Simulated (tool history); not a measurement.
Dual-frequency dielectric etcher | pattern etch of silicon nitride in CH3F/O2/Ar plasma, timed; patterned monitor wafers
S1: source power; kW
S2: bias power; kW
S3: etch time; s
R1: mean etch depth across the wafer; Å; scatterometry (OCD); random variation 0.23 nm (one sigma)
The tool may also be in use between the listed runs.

run    day    S1     S2    S3      R1
  1      0  0.54   0.08  67.5  540.24
  2  0.162  0.54   0.08  67.5     540
  3  0.325  0.54  0.085  67.5   552.5
  4  0.621  0.54  0.085  70.5  570.08
  5  0.825  0.54  0.085  67.5  551.48
  6  0.967  0.54  0.078  67.5  536.89
  7  0.996   0.5  0.076  67.5  509.31
  8  1.112  0.48  0.075  67.5  495.53
  9  1.288  0.46  0.075  67.5  487.34
 10    1.4  0.45  0.075  67.5  483.14
 11  1.579  0.44  0.075  67.5  475.41
 12    1.9  0.43  0.075  67.5  475.63
 13  2.025  0.42  0.075  67.5  466.09

Forecast run 14:
 14  2.354  0.41  0.075  67.5   ?

R1: 465.61 Å

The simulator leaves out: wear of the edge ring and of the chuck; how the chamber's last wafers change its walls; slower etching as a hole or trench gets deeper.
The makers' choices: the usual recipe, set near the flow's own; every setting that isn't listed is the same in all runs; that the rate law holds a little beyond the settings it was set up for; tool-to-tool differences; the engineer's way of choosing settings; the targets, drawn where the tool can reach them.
